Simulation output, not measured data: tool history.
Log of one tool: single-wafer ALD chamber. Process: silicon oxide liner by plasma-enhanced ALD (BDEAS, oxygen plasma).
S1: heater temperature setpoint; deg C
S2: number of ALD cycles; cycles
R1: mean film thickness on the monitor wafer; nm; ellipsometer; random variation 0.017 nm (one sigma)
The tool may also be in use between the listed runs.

Run 1, hour 0.0: S1 325 deg C, S2 38 cycles. Result: R1 3.6307 nm.
Run 2, hour 6.6: S1 331 deg C, S2 38 cycles. Result: R1 3.5856 nm.
Run 3, hour 14.7: S1 340 deg C, S2 38 cycles. Result: R1 3.5578 nm.
Run 4, hour 23.2: S1 339 deg C, S2 41 cycles. Result: R1 3.8659 nm.
Run 5, hour 25.9: S1 330 deg C, S2 41 cycles. Result: R1 3.9093 nm.
Run 6, hour 28.0: S1 329 deg C, S2 42 cycles. Result: R1 3.9948 nm.
At hour 34.4: thermocouple changed; heater temperature recalibrated.
Run 7, hour 34.4: S1 328 deg C, S2 43 cycles. Result: R1 4.0578 nm.

Run 8 comes next. What will it give?
Run 8, hour 39.6: S1 328 deg C, S2 44 cycles. Result: R1 ?.

Run 8 gave R1 4.1278 nm.
